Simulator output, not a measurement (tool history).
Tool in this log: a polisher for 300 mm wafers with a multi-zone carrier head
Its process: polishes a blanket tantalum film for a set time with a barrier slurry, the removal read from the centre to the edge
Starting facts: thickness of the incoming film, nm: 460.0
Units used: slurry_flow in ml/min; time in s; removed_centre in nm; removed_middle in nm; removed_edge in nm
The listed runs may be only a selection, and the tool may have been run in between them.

run  hour  slurry_flow  centre_zone  middle_zone  edge_zone  slurry_solids  time  removed_centre  removed_middle  removed_edge
  1     0          225            1            1          1              1    77          136.24           136.4        133.84
  2   5.7          225         0.92            1          1              1    77           125.7          141.36        135.35
  3   8.7          215         0.89         0.98       0.98           0.85    70          104.62           117.6        112.22
  4  15.8          200         0.86         0.98          1           0.75    67          88.247          102.07        99.319
  5  23.3          185         0.85         0.98       0.99            0.7    67          82.555          98.096         94.59
  6  31.1          185         0.81         0.98       0.99            0.7    67          79.255          99.628        97.146
  7  34.9          175         0.83         0.96       0.92            0.5    66          60.589          74.596        71.246
  8  36.9          210         0.83         0.97       0.95            0.5    66          63.665          78.181        72.088
  9  43.7          205         0.83         0.96       1.05           0.75    70          91.365          106.62        108.98

Run 10, settings as shown, results not yet in. Your forecast:
 10    50          200         0.82         0.94       0.99           0.75    70               ?               ?             ?

Run 10 measured removed_centre 88.524 nm, removed_middle 105.39 nm, removed_edge 106.54 nm.
